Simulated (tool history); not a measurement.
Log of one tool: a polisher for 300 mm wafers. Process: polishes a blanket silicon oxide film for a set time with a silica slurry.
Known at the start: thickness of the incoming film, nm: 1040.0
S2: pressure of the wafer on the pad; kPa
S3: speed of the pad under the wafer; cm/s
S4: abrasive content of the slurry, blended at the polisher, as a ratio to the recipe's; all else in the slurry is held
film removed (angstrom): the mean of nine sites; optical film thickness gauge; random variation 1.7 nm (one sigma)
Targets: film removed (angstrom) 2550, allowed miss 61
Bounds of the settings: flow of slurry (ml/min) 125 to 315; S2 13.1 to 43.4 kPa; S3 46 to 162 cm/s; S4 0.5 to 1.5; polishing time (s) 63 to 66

run 1 day=0 | flow_of_slurry_(ml/min)=205 S2=28.3 S3=104 S4=1 polishing_time_(s)=63 | film_removed_(angstrom)=1731.5
run 2 day=0.254 | flow_of_slurry_(ml/min)=210 S2=29.6 S3=104 S4=1 polishing_time_(s)=63 | film_removed_(angstrom)=1802
run 3 day=0.375 | flow_of_slurry_(ml/min)=210 S2=29.6 S3=104 S4=1 polishing_time_(s)=63 | film_removed_(angstrom)=1793.3
run 4 day=0.454 | flow_of_slurry_(ml/min)=210 S2=31 S3=104 S4=1 polishing_time_(s)=63 | film_removed_(angstrom)=1897.8
run 5 day=0.767 | flow_of_slurry_(ml/min)=210 S2=31 S3=104 S4=1.1 polishing_time_(s)=63 | film_removed_(angstrom)=1956.5
run 6 day=1.138 | flow_of_slurry_(ml/min)=210 S2=33.8 S3=104 S4=1.1 polishing_time_(s)=63 | film_removed_(angstrom)=2133.4
run 7 day=1.492 | flow_of_slurry_(ml/min)=215 S2=34.5 S3=104 S4=1.1 polishing_time_(s)=63 | film_removed_(angstrom)=2194.5
run 8 day=1.554 | flow_of_slurry_(ml/min)=250 S2=38.6 S3=104 S4=1.1 polishing_time_(s)=63 | film_removed_(angstrom)=2499.9

4 next moves are on the table. One of them brings every result within its allowed miss. Which?
run A day=1.617 | flow_of_slurry_(ml/min)=210 S2=36.5 S3=112 S4=1.05 polishing_time_(s)=64 | film_removed_(angstrom)=?
run B day=1.617 | flow_of_slurry_(ml/min)=315 S2=36.5 S3=104 S4=1.25 polishing_time_(s)=63 | film_removed_(angstrom)=?
run C day=1.617 | flow_of_slurry_(ml/min)=255 S2=37.2 S3=102 S4=1.1 polishing_time_(s)=63 | film_removed_(angstrom)=?
run D day=1.617 | flow_of_slurry_(ml/min)=230 S2=36.5 S3=106 S4=1.15 polishing_time_(s)=63 | film_removed_(angstrom)=?

move=A film_removed_(angstrom)=2466.7
move=B film_removed_(angstrom)=2564.5
move=C film_removed_(angstrom)=2395.7
move=D film_removed_(angstrom)=2439
A: further off than the last run
B: meets every target
C: further off than the last run
D: further off than the last run
Move B is the one to make.

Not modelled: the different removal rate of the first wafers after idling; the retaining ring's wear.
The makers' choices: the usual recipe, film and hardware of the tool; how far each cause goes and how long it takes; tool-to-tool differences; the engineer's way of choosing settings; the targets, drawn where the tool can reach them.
